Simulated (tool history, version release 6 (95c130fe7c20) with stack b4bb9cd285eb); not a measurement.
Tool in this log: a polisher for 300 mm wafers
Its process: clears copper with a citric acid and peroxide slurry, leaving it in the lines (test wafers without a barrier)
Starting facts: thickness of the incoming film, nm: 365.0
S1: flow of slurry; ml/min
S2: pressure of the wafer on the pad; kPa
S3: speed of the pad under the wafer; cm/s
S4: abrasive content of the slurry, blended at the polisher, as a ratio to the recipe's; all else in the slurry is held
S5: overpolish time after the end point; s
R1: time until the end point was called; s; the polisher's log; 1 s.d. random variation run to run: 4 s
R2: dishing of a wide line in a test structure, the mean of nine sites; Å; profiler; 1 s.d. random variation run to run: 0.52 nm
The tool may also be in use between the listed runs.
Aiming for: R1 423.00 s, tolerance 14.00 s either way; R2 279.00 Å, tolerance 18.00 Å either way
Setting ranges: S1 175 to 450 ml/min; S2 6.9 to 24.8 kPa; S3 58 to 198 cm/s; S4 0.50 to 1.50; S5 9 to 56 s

Run 1, day 0.000: S1 290 ml/min, S2 15.9 kPa, S3 128 cm/s, S4 1.00, S5 29 s. Result: R1 151.37 s, R2 423.66 Å.
Run 2, day 0.367: S1 290 ml/min, S2 15.9 kPa, S3 128 cm/s, S4 1.00, S5 20 s. Result: R1 148.61 s, R2 310.03 Å.
Run 3, day 0.562: S1 290 ml/min, S2 15.9 kPa, S3 110 cm/s, S4 1.00, S5 20 s. Result: R1 176.51 s, R2 269.50 Å.
Run 4, day 0.862: S1 290 ml/min, S2 15.2 kPa, S3 106 cm/s, S4 1.00, S5 22 s. Result: R1 192.17 s, R2 272.96 Å.
Run 5, day 1.042: S1 265 ml/min, S2 15.2 kPa, S3 106 cm/s, S4 1.00, S5 22 s. Result: R1 192.25 s, R2 282.03 Å.
Run 6, day 1.238: S1 265 ml/min, S2 15.2 kPa, S3 106 cm/s, S4 1.10, S5 22 s. Result: R1 186.76 s, R2 278.53 Å.
Run 7, day 1.458: S1 260 ml/min, S2 14.5 kPa, S3 104 cm/s, S4 1.10, S5 24 s. Result: R1 204.39 s, R2 289.34 Å.
Run 8, day 1.517: S1 260 ml/min, S2 13.8 kPa, S3 102 cm/s, S4 1.10, S5 25 s. Result: R1 211.42 s, R2 285.57 Å.
Run 9, day 1.817: S1 255 ml/min, S2 13.1 kPa, S3 98 cm/s, S4 1.10, S5 27 s. Result: R1 232.85 s, R2 275.20 Å.
Run 10, day 2.188: S1 255 ml/min, S2 12.4 kPa, S3 96 cm/s, S4 1.10, S5 29 s. Result: R1 252.75 s, R2 273.80 Å.
Run 11, day 2.212: S1 255 ml/min, S2 11.7 kPa, S3 94 cm/s, S4 1.10, S5 31 s. Result: R1 267.42 s, R2 270.97 Å.
Run 12, day 2.575: S1 255 ml/min, S2 11.0 kPa, S3 92 cm/s, S4 1.10, S5 33 s. Result: R1 291.02 s, R2 270.33 Å.
Run 13, day 2.662: S1 250 ml/min, S2 6.9 kPa, S3 82 cm/s, S4 1.10, S5 47 s. Result: R1 494.47 s, R2 217.35 Å.

Exactly one of the 5 candidate moves below puts every result within its allowed miss. Which one?
Run A, day 2.750: S1 325 ml/min, S2 7.6 kPa, S3 90 cm/s, S4 1.05, S5 53 s. Result: R1 ?, R2 ?.
Run B, day 2.750: S1 260 ml/min, S2 9.0 kPa, S3 80 cm/s, S4 1.25, S5 48 s. Result: R1 ?, R2 ?.
Run C, day 2.750: S1 255 ml/min, S2 9.7 kPa, S3 64 cm/s, S4 1.10, S5 55 s. Result: R1 ?, R2 ?.
Run D, day 2.750: S1 275 ml/min, S2 9.7 kPa, S3 70 cm/s, S4 0.85, S5 47 s. Result: R1 ?, R2 ?.
Run E, day 2.750: S1 270 ml/min, S2 7.6 kPa, S3 88 cm/s, S4 1.15, S5 45 s. Result: R1 ?, R2 ?.

move      R1      R2
   A  419.14  290.64
   B  390.81  287.76
   C  463.86  281.50
   D  453.11  251.30
   E  424.85  251.47
A: every result lands within tolerance
B: takes the biggest miss from the last run beyond its target
C: closes in on the targets versus the last run, not all within tolerance yet
D: closes in on the targets versus the last run, not all within tolerance yet
E: corrects the largest miss of the last run, while another result sits out of spec
Go with A: it meets all targets.
